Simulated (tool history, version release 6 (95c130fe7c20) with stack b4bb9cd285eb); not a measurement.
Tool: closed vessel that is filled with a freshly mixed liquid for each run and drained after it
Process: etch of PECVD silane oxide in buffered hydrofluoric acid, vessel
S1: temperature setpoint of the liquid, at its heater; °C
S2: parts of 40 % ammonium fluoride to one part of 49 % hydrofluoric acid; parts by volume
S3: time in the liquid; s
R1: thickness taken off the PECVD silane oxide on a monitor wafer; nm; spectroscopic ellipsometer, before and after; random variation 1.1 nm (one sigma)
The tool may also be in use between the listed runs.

run	day	S1	S2	S3	R1
1	0.000	25.0	24.0	100	86.115
2	0.167	26.5	24.0	100	94.034
3	0.417	27.5	24.0	100	99.712
4	0.717	27.5	24.0	100	98.191
5	0.858	30.0	24.0	100	113.880
6	1.062	31.5	24.0	100	122.340
7	1.242	31.5	23.0	100	124.810

Forecast run 8:
8	1.342	32.0	20.5	100	?

Run 8 gave R1 139.340 nm.
